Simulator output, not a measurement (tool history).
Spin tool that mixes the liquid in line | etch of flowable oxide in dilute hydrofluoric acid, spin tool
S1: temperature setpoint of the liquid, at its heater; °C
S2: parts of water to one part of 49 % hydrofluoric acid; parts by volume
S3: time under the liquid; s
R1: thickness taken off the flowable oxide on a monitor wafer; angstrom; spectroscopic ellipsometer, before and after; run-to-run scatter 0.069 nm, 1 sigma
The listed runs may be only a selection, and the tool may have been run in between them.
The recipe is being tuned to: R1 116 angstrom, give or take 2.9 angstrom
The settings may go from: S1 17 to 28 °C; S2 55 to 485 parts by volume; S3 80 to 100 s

{"run": 1, "hour": 0.0, "S1": 20, "S2": 270, "S3": 100, "R1": 94.639}
{"run": 2, "hour": 6.9, "S1": 20, "S2": 330, "S3": 100, "R1": 74.362}
{"run": 3, "hour": 12.3, "S1": 20, "S2": 330, "S3": 80, "R1": 59.467}
{"run": 4, "hour": 20.8, "S1": 21, "S2": 320, "S3": 80, "R1": 63.461}
{"run": 5, "hour": 27.2, "S1": 21, "S2": 300, "S3": 80, "R1": 69.437}
{"run": 6, "hour": 29.5, "S1": 21, "S2": 285, "S3": 80, "R1": 73.635}
{"hour": 30.3, "done": "thermometer replaced"}
{"run": 7, "hour": 30.3, "S1": 21, "S2": 270, "S3": 80, "R1": 83.614}
{"run": 8, "hour": 38.7, "S1": 21.5, "S2": 265, "S3": 80, "R1": 86.715}
{"run": 9, "hour": 46.8, "S1": 25.5, "S2": 245, "S3": 80, "R1": 110.61}
{"run": 10, "hour": 55.4, "S1": 26, "S2": 245, "S3": 80, "R1": 112.72}

Pick the move, out of 4, that brings all results within their allowed miss; only one does.
{"run": "A", "hour": 64.0, "S1": 24, "S2": 225, "S3": 80, "R1": "?"}
{"run": "B", "hour": 64.0, "S1": 24, "S2": 255, "S3": 100, "R1": "?"}
{"run": "C", "hour": 64.0, "S1": 27.5, "S2": 260, "S3": 80, "R1": "?"}
{"run": "D", "hour": 64.0, "S1": 22, "S2": 260, "S3": 95, "R1": "?"}

move=A R1=116.1
move=B R1=124.16
move=C R1=109.49
move=D R1=107.1
A: every result lands within tolerance
B: carries the result that was furthest off beyond its target, to the other side
C: lands further from the targets than the last run did
D: lands further from the targets than the last run did
Go with A: it meets all targets.
